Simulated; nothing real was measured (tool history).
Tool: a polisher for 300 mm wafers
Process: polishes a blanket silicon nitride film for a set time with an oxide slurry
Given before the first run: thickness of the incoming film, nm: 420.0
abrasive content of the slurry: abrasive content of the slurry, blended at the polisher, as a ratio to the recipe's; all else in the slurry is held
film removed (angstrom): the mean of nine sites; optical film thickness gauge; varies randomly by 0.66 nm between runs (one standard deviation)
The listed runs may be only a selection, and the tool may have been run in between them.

run    day  flow of slurry (ml/min)  pressure of the wafer on the pad (psi)  speed of the pad under the wafer (cm/s)  abrasive content of the slurry  polishing time (s)  film removed (angstrom)
  1      0                      220                                     2.6                                      104                               1                 114                   552.51
  2  0.221                      200                                     2.6                                      104                               1                 114                   558.12
  3    0.5                      200                                     2.6                                      104                               1                 120                   593.91
  4  0.879                      200                                     2.5                                      104                               1                 120                   553.47
  5  1.079                      200                                     2.5                                      122                               1                 120                   661.21
  6  1.329                      200                                     2.5                                      122                            1.15                 120                   692.21

Estimate the outcome of run 7 from the log above:
  7  1.554                      200                                     2.4                                      122                            1.15                 120                        ?

{"run 7": {"film removed (angstrom)": 645.62}}
